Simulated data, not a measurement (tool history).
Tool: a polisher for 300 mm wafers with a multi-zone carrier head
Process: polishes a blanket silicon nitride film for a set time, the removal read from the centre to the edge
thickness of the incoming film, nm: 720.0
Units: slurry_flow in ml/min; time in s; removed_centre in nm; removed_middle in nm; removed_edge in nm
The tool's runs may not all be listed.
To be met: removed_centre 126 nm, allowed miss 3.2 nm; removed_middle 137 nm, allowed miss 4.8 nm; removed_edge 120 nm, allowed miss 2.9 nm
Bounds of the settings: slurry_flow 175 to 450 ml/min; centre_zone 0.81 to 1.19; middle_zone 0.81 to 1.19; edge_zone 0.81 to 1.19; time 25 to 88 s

run,hour,slurry_flow,centre_zone,middle_zone,edge_zone,time,removed_centre,removed_middle,removed_edge
1,0,290,1,1,1,56,90.226,87.07,88.961
2,5,305,1.01,1.04,1.01,59,95.805,97.337,93.56
3,12.6,305,1.01,1,1.01,59,95.161,94.635,93.47
4,19.1,305,1.01,1,1.01,67,106.89,105.86,105.87
# hour 27.1: worn pad replaced by a new one
5,27.1,305,1.01,1,0.97,67,115.68,115.25,112.31
6,36.1,315,1.01,1.01,0.96,67,115.75,117.76,111.47
7,43.6,325,1.01,1.01,0.95,67,118.91,118.26,110.82
8,45.3,405,1.01,1.11,1.03,69,121.73,130.92,120.53

5 next moves are on the table. One of them brings every result within its allowed miss. Which?
A,47,445,1.05,1.1,1.07,66,?,?,?
B,47,410,0.96,1.06,1.09,66,?,?,?
C,47,450,1.01,1.11,0.96,70,?,?,?
D,47,405,1.09,1.05,1.08,68,?,?,?
E,47,430,1.05,0.97,1.09,67,?,?,?

move,removed_centre,removed_middle,removed_edge
A,122.53,126.47,118.77
B,113.49,121.93,119.43
C,126.15,135.32,119.55
D,129.08,124.45,122.41
E,123.96,115.24,121.69
A: further off than the last run
B: further off than the last run
C: meets every target
D: brings the result that was furthest off to its target, and leaves another outside
E: brings the result that was furthest off to its target, and leaves another outside
Answer: C
